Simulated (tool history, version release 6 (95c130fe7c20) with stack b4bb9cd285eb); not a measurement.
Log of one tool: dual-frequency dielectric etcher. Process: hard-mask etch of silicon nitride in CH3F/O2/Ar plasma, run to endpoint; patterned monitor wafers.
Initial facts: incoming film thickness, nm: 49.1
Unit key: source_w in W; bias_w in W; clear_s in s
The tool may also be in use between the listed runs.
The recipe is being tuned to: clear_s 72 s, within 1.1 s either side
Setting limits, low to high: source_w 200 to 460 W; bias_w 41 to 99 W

Run 1, hour 0: source_w 330 W, bias_w 70 W. Result: clear_s 86.542 s.
Run 2, hour 4.7: source_w 330 W, bias_w 77 W. Result: clear_s 83.933 s.
Run 3, hour 5.5: source_w 350 W, bias_w 78 W. Result: clear_s 80.342 s.
Run 4, hour 12.3: source_w 290 W, bias_w 78 W. Result: clear_s 89.83 s.
Run 5, hour 13.8: source_w 310 W, bias_w 78 W. Result: clear_s 86.146 s.
Run 6, hour 22.2: source_w 320 W, bias_w 78 W. Result: clear_s 84.51 s.
Run 7, hour 23.8: source_w 330 W, bias_w 78 W. Result: clear_s 82.85 s.
Run 8, hour 27.8: source_w 340 W, bias_w 78 W. Result: clear_s 81.733 s.
Run 9, hour 36.6: source_w 350 W, bias_w 78 W. Result: clear_s 80.205 s.
Run 10, hour 40.9: source_w 360 W, bias_w 78 W. Result: clear_s 78.906 s.

Next run, 5 choices. One meets every target within its allowed miss, the rest don't. Which?
Run A, hour 45.2: source_w 420 W, bias_w 90 W. Result: clear_s ?.
Run B, hour 45.2: source_w 380 W, bias_w 82 W. Result: clear_s ?.
Run C, hour 45.2: source_w 410 W, bias_w 82 W. Result: clear_s ?.
Run D, hour 45.2: source_w 310 W, bias_w 74 W. Result: clear_s ?.
Run E, hour 45.2: source_w 380 W, bias_w 99 W. Result: clear_s ?.

move  clear_s
   A   69.284
   B    75.61
   C   72.517
   D   88.394
   E   70.685
A: moves the result that the last run missed by most past its target, out the other side
B: closer than the last run, but not yet in spec
C: in spec on every target
D: misses by more than the last run did
E: moves the result that the last run missed by most past its target, out the other side
Move C is the one to make.
